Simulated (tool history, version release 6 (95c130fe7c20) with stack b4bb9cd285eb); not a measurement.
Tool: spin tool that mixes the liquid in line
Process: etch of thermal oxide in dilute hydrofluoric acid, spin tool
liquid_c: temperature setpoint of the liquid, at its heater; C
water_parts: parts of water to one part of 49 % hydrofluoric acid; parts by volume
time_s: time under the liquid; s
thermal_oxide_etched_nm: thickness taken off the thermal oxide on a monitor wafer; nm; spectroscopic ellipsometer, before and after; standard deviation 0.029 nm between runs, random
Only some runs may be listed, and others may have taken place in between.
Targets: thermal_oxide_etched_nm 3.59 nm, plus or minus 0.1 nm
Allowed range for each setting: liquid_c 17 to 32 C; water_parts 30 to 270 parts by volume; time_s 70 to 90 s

{"run": 1, "hour": 0.0, "liquid_c": 24, "water_parts": 150, "time_s": 90, "thermal_oxide_etched_nm": 2.4328}
{"run": 2, "hour": 7.1, "liquid_c": 27.5, "water_parts": 150, "time_s": 90, "thermal_oxide_etched_nm": 2.7966}
{"run": 3, "hour": 12.2, "liquid_c": 27.5, "water_parts": 105, "time_s": 90, "thermal_oxide_etched_nm": 4.1261}
{"run": 4, "hour": 16.5, "liquid_c": 27.5, "water_parts": 105, "time_s": 70, "thermal_oxide_etched_nm": 3.2682}
{"run": 5, "hour": 24.5, "liquid_c": 28, "water_parts": 105, "time_s": 70, "thermal_oxide_etched_nm": 3.3128}
{"run": 6, "hour": 28.9, "liquid_c": 28, "water_parts": 105, "time_s": 90, "thermal_oxide_etched_nm": 4.2837}
{"run": 7, "hour": 35.5, "liquid_c": 27, "water_parts": 105, "time_s": 90, "thermal_oxide_etched_nm": 4.0953}
{"run": 8, "hour": 37.3, "liquid_c": 26, "water_parts": 105, "time_s": 90, "thermal_oxide_etched_nm": 4.0013}
{"run": 9, "hour": 45.0, "liquid_c": 25, "water_parts": 105, "time_s": 90, "thermal_oxide_etched_nm": 3.7748}
{"hour": 49.4, "done": "thermometer replaced"}
{"run": 10, "hour": 49.4, "liquid_c": 24.5, "water_parts": 105, "time_s": 90, "thermal_oxide_etched_nm": 3.927}

Of the 4 settings listed for the next run, only one would bring every result within its allowed miss of target. Which one?
{"run": "A", "hour": 53.8, "liquid_c": 24, "water_parts": 100, "time_s": 85, "thermal_oxide_etched_nm": "?"}
{"run": "B", "hour": 53.8, "liquid_c": 25.5, "water_parts": 100, "time_s": 70, "thermal_oxide_etched_nm": "?"}
{"run": "C", "hour": 53.8, "liquid_c": 19, "water_parts": 75, "time_s": 75, "thermal_oxide_etched_nm": "?"}
{"run": "D", "hour": 53.8, "liquid_c": 26, "water_parts": 120, "time_s": 90, "thermal_oxide_etched_nm": "?"}

move=A thermal_oxide_etched_nm=3.921
move=B thermal_oxide_etched_nm=3.4254
move=C thermal_oxide_etched_nm=3.873
move=D thermal_oxide_etched_nm=3.6487
A: no better and no worse than the last run
B: takes the result that was furthest off past its target
C: moves toward the targets from the last run without getting all of them in spec
D: every result lands within tolerance
D is the move that brings every result within its allowed miss.

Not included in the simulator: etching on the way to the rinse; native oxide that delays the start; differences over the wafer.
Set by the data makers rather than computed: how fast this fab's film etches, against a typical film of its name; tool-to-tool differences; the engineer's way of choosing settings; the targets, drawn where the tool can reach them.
